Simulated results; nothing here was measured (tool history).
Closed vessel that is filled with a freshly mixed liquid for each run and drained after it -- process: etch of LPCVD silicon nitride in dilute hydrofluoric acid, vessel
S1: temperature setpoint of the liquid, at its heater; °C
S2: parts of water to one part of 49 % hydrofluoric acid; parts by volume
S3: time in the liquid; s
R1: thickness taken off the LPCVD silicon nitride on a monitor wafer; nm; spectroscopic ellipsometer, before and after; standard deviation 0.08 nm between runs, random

| run | day | S1 | S2 | S3 | R1 |
|---|---|---|---|---|---|
| 1 | 0.000 | 22.0 | 290 | 3095 | 4.3262 |
| 2 | 0.279 | 23.0 | 270 | 3095 | 5.0078 |
| 3 | 0.367 | 20.0 | 270 | 3095 | 4.1441 |
| 4 | 0.700 | 17.0 | 270 | 3095 | 3.4029 |
| 5 | 0.783 | 17.0 | 175 | 3095 | 5.1489 |
| 6 | 0.821 | 17.0 | 175 | 3095 | 5.1635 |
| 7 | 0.975 | 19.0 | 175 | 3095 | 5.9781 |
| 8 | 1.212 | 23.0 | 170 | 3095 | 7.8856 |
| 9 | 1.567 | 24.0 | 170 | 3095 | 8.3501 |
| 10 | 1.596 | 24.5 | 170 | 3095 | 8.7153 |
| 11 | 1.817 | 25.0 | 170 | 3095 | 8.9505 |
| 12 | 2.100 | 25.5 | 170 | 3095 | 9.2099 |
| 13 | 2.371 | 26.0 | 170 | 3095 | 9.4118 |
| 14 | 2.417 | 26.5 | 170 | 3095 | 9.8340 |
| 15 | 2.704 | 27.0 | 170 | 3095 | 10.1600 |

The next listed run, before its measurement:
| 16 | 3.025 | 28.0 | 170 | 3095 | ? |

Run 16 yielded R1 10.6150 nm.
